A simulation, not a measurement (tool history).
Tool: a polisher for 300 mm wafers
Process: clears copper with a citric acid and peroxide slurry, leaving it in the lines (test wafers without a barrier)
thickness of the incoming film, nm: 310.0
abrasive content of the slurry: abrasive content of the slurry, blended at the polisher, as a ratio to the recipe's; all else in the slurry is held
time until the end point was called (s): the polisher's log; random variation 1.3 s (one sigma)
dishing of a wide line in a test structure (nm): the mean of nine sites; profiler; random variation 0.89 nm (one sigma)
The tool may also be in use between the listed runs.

| run | day | flow of slurry (ml/min) | pressure of the wafer on the pad (kPa) | speed of the pad under the wafer (m/s) | abrasive content of the slurry | overpolish time after the end point (s) | time until the end point was called (s) | dishing of a wide line in a test structure (nm) |
|---|---|---|---|---|---|---|---|---|
| 1 | 0 | 310 | 22.1 | 0.92 | 1 | 28 | 150.97 | 42.248 |
| 2 | 0.279 | 310 | 22.1 | 0.92 | 1.1 | 28 | 151.05 | 41.43 |
| 3 | 0.504 | 265 | 22.1 | 0.92 | 1.1 | 28 | 148.19 | 41.637 |
| 4 | 0.762 | 265 | 22.8 | 0.92 | 1.1 | 28 | 145.27 | 43.133 |
| 5 | 0.962 | 265 | 23.4 | 0.92 | 1.1 | 28 | 142.62 | 43.771 |
| 6 | 1.325 | 265 | 24.1 | 0.92 | 1.1 | 28 | 134.32 | 45.095 |

Forecast run 7:
| 7 | 1.683 | 265 | 24.8 | 0.92 | 1.1 | 28 | ? | ? |

{"run 7": {"time until the end point was called (s)": 132.68, "dishing of a wide line in a test structure (nm)": 45.707}}
